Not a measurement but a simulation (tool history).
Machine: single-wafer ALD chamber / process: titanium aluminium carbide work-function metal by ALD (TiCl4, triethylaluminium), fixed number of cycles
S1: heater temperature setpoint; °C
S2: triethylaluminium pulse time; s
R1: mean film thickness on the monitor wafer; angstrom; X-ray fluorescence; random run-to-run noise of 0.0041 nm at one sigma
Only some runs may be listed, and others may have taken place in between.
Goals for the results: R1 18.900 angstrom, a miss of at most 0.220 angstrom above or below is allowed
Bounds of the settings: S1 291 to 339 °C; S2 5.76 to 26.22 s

run 1 hour=0.0 | S1=315 S2=15.99 | R1=20.750
run 2 hour=1.8 | S1=325 S2=15.99 | R1=21.767
run 3 hour=6.1 | S1=325 S2=17.72 | R1=21.869
run 4 hour=9.2 | S1=325 S2=14.94 | R1=21.788
run 5 hour=16.2 | S1=332 S2=14.94 | R1=22.549
run 6 hour=17.3 | S1=323 S2=14.51 | R1=21.578
run 7 hour=21.3 | S1=323 S2=14.51 | R1=21.486
run 8 hour=22.1 | S1=316 S2=13.96 | R1=20.821
run 9 hour=24.2 | S1=311 S2=13.71 | R1=20.395
run 10 hour=32.2 | S1=307 S2=13.56 | R1=19.884
run 11 hour=33.1 | S1=304 S2=13.43 | R1=19.671

4 candidate next runs follow, results not yet known. Just one meets every target within its allowed miss. Identify it.
run A hour=34.0 | S1=305 S2=13.23 | R1=?
run B hour=34.0 | S1=307 S2=14.22 | R1=?
run C hour=34.0 | S1=323 S2=9.84 | R1=?
run D hour=34.0 | S1=295 S2=14.51 | R1=?

move=A R1=19.633
move=B R1=19.928
move=C R1=20.261
move=D R1=18.795
A: as far off as the last run
B: moves away from the targets compared with the last run
C: moves away from the targets compared with the last run
D: each result inside its tolerance
Answer: D
